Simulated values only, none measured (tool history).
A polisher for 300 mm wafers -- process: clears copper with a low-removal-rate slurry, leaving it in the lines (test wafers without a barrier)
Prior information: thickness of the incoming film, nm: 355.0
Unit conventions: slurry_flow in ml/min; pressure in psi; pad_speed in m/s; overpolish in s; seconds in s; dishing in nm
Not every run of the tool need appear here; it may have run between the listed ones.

run	day	slurry_flow	pressure	pad_speed	slurry_solids	overpolish	seconds	dishing
1	0.000	240	2.4	1.06	1.0	11	142.80	24.499
2	0.225	235	2.6	1.06	1.0	12	131.80	28.121
3	0.542	230	2.7	1.06	1.0	13	125.05	30.519
4	0.771	235	2.7	1.08	1.0	14	125.84	33.706
5	0.825	235	2.8	1.08	1.0	14	122.28	34.501
6	0.962	235	2.9	1.08	1.0	14	119.48	35.497
7	1.271	240	3.0	1.08	1.0	14	115.21	36.821
8	1.554	245	3.0	1.08	1.0	14	118.31	36.739
9	1.846	255	3.1	1.08	1.0	14	113.99	37.690
10	1.900	265	3.1	1.08	1.0	14	111.88	38.076

Expected results for the next run?
11	2.096	265	3.1	1.08	1.0	15	?	?

seconds: 107.89 s
dishing: 40.122 nm
